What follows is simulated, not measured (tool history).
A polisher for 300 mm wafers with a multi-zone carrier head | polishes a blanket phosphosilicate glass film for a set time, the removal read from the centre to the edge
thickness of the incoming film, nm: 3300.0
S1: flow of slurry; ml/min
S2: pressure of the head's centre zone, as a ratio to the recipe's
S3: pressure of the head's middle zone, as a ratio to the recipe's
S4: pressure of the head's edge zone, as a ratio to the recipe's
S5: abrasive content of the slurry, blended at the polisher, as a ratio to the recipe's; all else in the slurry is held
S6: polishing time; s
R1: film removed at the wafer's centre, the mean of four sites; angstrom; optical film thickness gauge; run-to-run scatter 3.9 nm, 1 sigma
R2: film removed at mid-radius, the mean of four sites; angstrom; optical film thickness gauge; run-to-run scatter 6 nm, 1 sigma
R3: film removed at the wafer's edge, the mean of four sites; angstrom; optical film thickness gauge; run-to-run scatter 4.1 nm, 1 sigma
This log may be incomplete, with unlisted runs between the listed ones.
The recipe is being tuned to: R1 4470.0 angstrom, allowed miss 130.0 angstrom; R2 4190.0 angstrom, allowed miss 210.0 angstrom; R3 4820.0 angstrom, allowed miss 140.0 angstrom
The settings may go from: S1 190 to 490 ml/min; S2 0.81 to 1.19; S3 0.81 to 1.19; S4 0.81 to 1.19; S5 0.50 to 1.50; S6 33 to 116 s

| run | hour | S1 | S2 | S3 | S4 | S5 | S6 | R1 | R2 | R3 |
|---|---|---|---|---|---|---|---|---|---|---|
| 1 | 0.0 | 315 | 1.00 | 1.00 | 1.00 | 1.00 | 74 | 9916.8 | 10006.0 | 9885.4 |
| 2 | 2.2 | 305 | 0.98 | 0.95 | 0.99 | 0.85 | 65 | 7598.8 | 7348.2 | 7703.7 |
| 3 | 9.1 | 230 | 0.98 | 0.95 | 0.99 | 0.85 | 65 | 7283.2 | 7114.5 | 7604.4 |
| 4 | 13.7 | 235 | 0.96 | 0.92 | 0.96 | 0.75 | 62 | 6107.7 | 6007.4 | 6408.5 |
| 5 | 15.7 | 235 | 0.96 | 0.92 | 0.96 | 0.55 | 62 | 4132.6 | 3984.1 | 4349.7 |
| 6 | 18.7 | 195 | 0.96 | 0.92 | 0.96 | 0.55 | 62 | 3994.3 | 3893.3 | 4191.6 |
| 7 | 22.7 | 285 | 0.97 | 0.92 | 1.04 | 0.60 | 62 | 4906.6 | 4804.2 | 5273.2 |
| 8 | 26.8 | 265 | 0.97 | 0.90 | 1.02 | 0.60 | 62 | 4859.5 | 4594.8 | 5140.0 |
| 9 | 35.6 | 250 | 0.96 | 0.89 | 1.01 | 0.60 | 62 | 4721.0 | 4491.1 | 5058.0 |

Which single option among these 4 for the next run brings every result within its allowed miss of target? Just one does.
| A | 44.4 | 230 | 0.89 | 0.96 | 0.97 | 0.60 | 64 | ? | ? | ? |
| B | 44.4 | 190 | 0.95 | 0.84 | 0.93 | 0.50 | 85 | ? | ? | ? |
| C | 44.4 | 270 | 0.92 | 0.82 | 1.11 | 0.65 | 55 | ? | ? | ? |
| D | 44.4 | 315 | 0.99 | 0.97 | 0.95 | 0.60 | 59 | ? | ? | ? |

| move | R1 | R2 | R3 |
|---|---|---|---|
| A | 4501.1 | 4889.8 | 5081.4 |
| B | 4527.7 | 4140.4 | 4760.6 |
| C | 4544.8 | 4183.6 | 5276.4 |
| D | 4824.6 | 4726.6 | 4777.7 |
A: meets the target for the result that was furthest off, but another lies outside its allowed miss
B: every result lands within tolerance
C: meets the target for the result that was furthest off, but another lies outside its allowed miss
D: misses by more than the last run did
Move B is the one to make.

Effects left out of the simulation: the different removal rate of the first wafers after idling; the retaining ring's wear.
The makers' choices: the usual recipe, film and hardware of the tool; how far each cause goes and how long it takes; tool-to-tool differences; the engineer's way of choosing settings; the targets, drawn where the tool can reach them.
